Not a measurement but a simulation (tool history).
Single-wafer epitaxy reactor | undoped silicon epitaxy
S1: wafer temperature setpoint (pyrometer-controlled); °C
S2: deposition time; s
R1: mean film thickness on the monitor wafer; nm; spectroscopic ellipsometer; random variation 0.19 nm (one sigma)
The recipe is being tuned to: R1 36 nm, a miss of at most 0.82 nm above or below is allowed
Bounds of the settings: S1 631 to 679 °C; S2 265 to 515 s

run,hour,S1,S2,R1
1,0,655,390,72.752
2,2.3,666,390,89.138
3,10.6,658,369,72.327
4,14.4,652,354,61.752
5,22.6,652,384,67.439
6,26.2,647,366,58.28
7,29.4,643,352,52.048
8,33.2,640,341,47.28

Which single option among these 5 for the next run brings every result within its allowed miss of target? Just one does.
A,37,635,303,?
B,37,631,310,?
C,37,631,269,?
D,37,633,315,?
E,37,643,391,?

move,R1
A,37.767
B,35.699
C,30.978
D,37.742
E,56.989
A: closes in on the targets versus the last run, not all within tolerance yet
B: every result lands within tolerance
C: the result that was furthest off in the last run now lies on the other side of its target
D: closes in on the targets versus the last run, not all within tolerance yet
E: its largest miss is bigger than the last run's
B meets every target.
